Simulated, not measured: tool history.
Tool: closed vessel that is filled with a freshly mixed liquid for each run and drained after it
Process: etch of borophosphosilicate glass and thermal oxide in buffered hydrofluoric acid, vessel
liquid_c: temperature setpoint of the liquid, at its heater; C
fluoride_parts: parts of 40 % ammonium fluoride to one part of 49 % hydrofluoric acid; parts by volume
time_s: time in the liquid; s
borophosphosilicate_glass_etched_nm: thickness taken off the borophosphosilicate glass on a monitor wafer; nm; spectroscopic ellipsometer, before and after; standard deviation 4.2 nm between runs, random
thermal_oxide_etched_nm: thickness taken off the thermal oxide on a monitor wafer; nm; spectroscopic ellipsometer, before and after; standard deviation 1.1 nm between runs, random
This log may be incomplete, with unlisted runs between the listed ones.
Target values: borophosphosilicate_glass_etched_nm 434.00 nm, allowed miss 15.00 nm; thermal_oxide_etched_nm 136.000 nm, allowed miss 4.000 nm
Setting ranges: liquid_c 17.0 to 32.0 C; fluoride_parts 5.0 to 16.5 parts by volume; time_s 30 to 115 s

run,hour,liquid_c,fluoride_parts,time_s,borophosphosilicate_glass_etched_nm,thermal_oxide_etched_nm
1,0.0,25.0,10.0,60,218.84,69.861
2,5.4,25.0,11.0,60,201.46,63.755
3,6.8,27.0,11.0,60,226.64,71.154
4,9.1,28.5,10.0,60,264.66,83.376
# hour 14.5: thermometer replaced
5,14.5,30.0,10.0,60,276.99,84.863
6,17.0,32.0,10.0,60,303.79,96.425
7,18.6,32.0,9.0,60,327.17,102.980
8,21.5,32.0,8.0,60,368.20,116.740
9,30.0,32.0,7.5,60,390.05,124.580

4 candidate next runs follow, results not yet known. Just one meets every target within its allowed miss. Identify it.
A,38.5,29.5,7.5,70,?,?
B,38.5,32.0,7.5,65,?,?
C,38.5,31.0,5.0,45,?,?
D,38.5,27.5,7.5,75,?,?

move,borophosphosilicate_glass_etched_nm,thermal_oxide_etched_nm
A,402.41,129.060
B,425.09,136.520
C,404.25,128.810
D,388.34,124.400
A: gains on the last run, yet a result remains outside its allowed miss
B: every result lands within tolerance
C: gains on the last run, yet a result remains outside its allowed miss
D: about as far from the targets as the last run
The right move is B.
